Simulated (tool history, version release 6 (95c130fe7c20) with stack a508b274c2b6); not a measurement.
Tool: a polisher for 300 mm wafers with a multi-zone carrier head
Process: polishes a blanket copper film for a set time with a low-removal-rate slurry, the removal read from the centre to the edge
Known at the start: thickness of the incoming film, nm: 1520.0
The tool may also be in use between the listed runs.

run  hour  flow of slurry (ml/min)  pressure of the head's centre zone  pressure of the head's middle zone  pressure of the head's edge zone  abrasive content of the slurry  polishing time (s)  film removed at the wafer's centre (Å)  film removed at mid-radius (Å)  film removed at the wafer's edge (Å)
  1     0                      320                                   1                                   1                                 1                               1                  89                                  3038.6                          2939.3                                2953.4
  2   3.4                      320                                   1                                   1                              0.93                               1                  89                                  2997.3                          2963.4                                2886.9
  3   8.1                      255                                   1                                   1                              0.93                               1                  89                                  2961.2                          2882.4                                2810.8
  4  13.8                      255                                1.03                                   1                              0.93                               1                  89                                  2992.4                          2895.8                                2855.9
  5  15.8                      255                                1.03                                   1                              0.93                            0.85                  89                                  2873.9                          2729.8                                2703.1
  6  23.7                      190                                1.03                                   1                              0.93                            0.85                  89                                  2734.7                            2640                                2607.1
  7    28                      195                                1.01                                1.01                              0.93                            0.85                  89                                  2648.2                          2634.2                                2567.7
  8  32.3                      200                                   1                                1.02                              0.94                            0.85                  89                                  2723.1                          2691.3                                2640.4
  9  40.4                      200                                0.98                                1.03                              0.94                            0.85                  89                                  2665.2                          2724.4                                2636.1
 10    41                      200                                0.97                                1.03                              0.94                            0.85                  89                                  2626.2                          2707.8                                  2612

The next listed run, before its measurement:
 11  45.8                      200                                0.97                                1.03                              0.94                            0.85                  89                                       ?                               ?                                     ?

{"run 11": {"film removed at the wafer's centre (Å)": 2543.4, "film removed at mid-radius (Å)": 2704.3, "film removed at the wafer's edge (Å)": 2639.6}}

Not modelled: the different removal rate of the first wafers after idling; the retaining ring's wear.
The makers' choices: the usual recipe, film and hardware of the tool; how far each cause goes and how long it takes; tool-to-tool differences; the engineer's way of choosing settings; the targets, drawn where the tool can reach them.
